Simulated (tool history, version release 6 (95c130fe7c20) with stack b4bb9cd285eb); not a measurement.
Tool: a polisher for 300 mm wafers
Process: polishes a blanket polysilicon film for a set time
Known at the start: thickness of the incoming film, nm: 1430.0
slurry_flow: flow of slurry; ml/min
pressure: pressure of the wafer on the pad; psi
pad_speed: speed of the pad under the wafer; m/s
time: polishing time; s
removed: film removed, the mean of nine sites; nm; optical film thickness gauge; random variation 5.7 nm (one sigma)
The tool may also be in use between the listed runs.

run,day,slurry_flow,pressure,pad_speed,time,removed
1,0.000,135,1.8,1.20,46,298.68
2,0.246,135,1.8,1.20,41,272.14
3,0.450,135,1.8,0.98,41,224.51
4,0.658,135,2.1,0.98,41,251.47
5,0.904,135,2.1,0.98,41,252.84
6,1.100,135,1.8,0.98,41,219.20
7,1.229,135,2.1,1.02,41,266.29
8,1.342,140,2.6,1.08,41,341.40
9,1.512,140,2.7,1.10,41,355.87

Run 10 comes next. What will it give?
10,1.788,140,2.7,1.12,41,?

removed: 360.82 nm

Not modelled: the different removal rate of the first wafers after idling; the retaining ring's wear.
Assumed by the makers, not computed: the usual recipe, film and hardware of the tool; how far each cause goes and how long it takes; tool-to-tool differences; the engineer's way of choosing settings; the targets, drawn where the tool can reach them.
